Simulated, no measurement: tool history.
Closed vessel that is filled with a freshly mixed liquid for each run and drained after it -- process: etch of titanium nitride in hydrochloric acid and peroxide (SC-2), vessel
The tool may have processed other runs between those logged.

run	hour	temperature setpoint of the liquid (C)	parts of water to one part each of 37 % hydrochloric acid and 30 % peroxide (parts by volume)	time in the liquid (s)	thickness taken off the titanium nitride on a monitor wafer (angstrom)
1	0.0	54.0	6.5	160	83.148
2	6.1	55.0	6.5	160	88.469
3	6.8	55.0	6.5	175	97.392
4	10.8	55.5	6.5	175	101.660
5	17.1	59.5	6.5	175	129.180
6	23.7	59.0	6.5	175	126.810
7	28.5	58.5	6.5	175	121.230

What does the tool deliver on the next run?
8	36.0	58.0	6.5	175	?

thickness taken off the titanium nitride on a monitor wafer (angstrom): 118.500
